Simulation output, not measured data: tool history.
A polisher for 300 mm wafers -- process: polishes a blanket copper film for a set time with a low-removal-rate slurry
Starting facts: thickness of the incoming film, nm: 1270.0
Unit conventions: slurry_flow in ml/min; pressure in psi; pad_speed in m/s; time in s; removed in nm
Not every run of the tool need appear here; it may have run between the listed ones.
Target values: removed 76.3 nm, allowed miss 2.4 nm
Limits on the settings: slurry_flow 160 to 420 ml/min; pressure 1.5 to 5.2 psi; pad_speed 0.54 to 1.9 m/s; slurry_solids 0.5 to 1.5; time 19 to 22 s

run    day  slurry_flow  pressure  pad_speed  slurry_solids  time  removed
  1      0          270       3.3       1.22              1    22   102.24
  2  0.238          270       3.2       1.22              1    22   98.756
  3  0.454          270       3.1       1.22              1    22   96.992
  4  0.567          270         3       1.22              1    22   95.065
  5  0.854          320         3       1.22              1    22   95.283
  6  1.175          320       3.3       1.22              1    22   103.98
  7  1.554          320       3.2       1.22              1    22   101.49
  8  1.746          320       3.1       1.22              1    22   98.115
  9  1.779          320       3.1       1.22              1    22    98.08
 10  1.829          320         3       1.22              1    22    96.09
 11  1.858          320       2.9       1.22              1    22   91.419
 12  2.062          320       2.8       1.22              1    22   89.536
 13  2.296          320       2.8       1.22              1    22     89.3
 14  2.542          315       2.2       1.22              1    22   70.647
 15  2.767          320       2.3       1.22              1    22   72.959

5 candidate next runs follow, results not yet known. Just one meets every target within its allowed miss. Identify it.
  A  2.992          285       2.2       1.36            0.9    22        ?
  B  2.992          320         2       1.46           1.25    19        ?
  C  2.992          360         2       1.44           1.05    19        ?
  D  2.992          310       1.9       1.38              1    22        ?
  E  2.992          310       2.5       1.28           0.95    19        ?

move  removed
   A   75.937
   B   70.541
   C   67.097
   D   69.327
   E   71.364
A: all results land within tolerance of their targets
B: lands further from the targets than the last run did
C: lands further from the targets than the last run did
D: lands further from the targets than the last run did
E: lands further from the targets than the last run did
The right move is A.
